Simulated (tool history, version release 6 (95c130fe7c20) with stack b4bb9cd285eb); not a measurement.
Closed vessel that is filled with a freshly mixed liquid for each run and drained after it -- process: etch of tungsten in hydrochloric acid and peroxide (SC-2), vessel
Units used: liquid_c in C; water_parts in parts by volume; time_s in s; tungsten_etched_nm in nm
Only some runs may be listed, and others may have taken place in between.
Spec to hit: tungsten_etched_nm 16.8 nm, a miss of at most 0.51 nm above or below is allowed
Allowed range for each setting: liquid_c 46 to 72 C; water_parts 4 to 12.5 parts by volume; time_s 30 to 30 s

run  hour  liquid_c  water_parts  time_s  tungsten_etched_nm
  1     0        62            7      30              18.062
  2   7.6      68.5            7      30              26.584
  3    12      66.5            7      30              23.537
  4  20.9      66.5            7      30              23.826
  5  28.3      66.5            7      30               23.63
     30.9  -- thermometer replaced
  6  30.9        65            7      30              23.873
  7  39.7        63            7      30              20.753
  8  40.8        62            7      30              20.042
  9  47.9        61            7      30              18.483
 10  56.2      60.5            7      30              18.211
 11  57.1        60            7      30              17.681

Pick the move, out of 5, that brings all results within their allowed miss; only one does.
  A    58      61.5          7.5      30                   ?
  B    58        62          8.5      30                   ?
  C    58        65          9.5      30                   ?
  D    58      60.5            7      30                   ?
  E    58      57.5            5      30                   ?

move  tungsten_etched_nm
   A              18.177
   B              16.965
   C              18.624
   D              18.027
   E               19.18
A: misses by more than the last run did
B: all results in spec
C: misses by more than the last run did
D: misses by more than the last run did
E: misses by more than the last run did
B meets every target.

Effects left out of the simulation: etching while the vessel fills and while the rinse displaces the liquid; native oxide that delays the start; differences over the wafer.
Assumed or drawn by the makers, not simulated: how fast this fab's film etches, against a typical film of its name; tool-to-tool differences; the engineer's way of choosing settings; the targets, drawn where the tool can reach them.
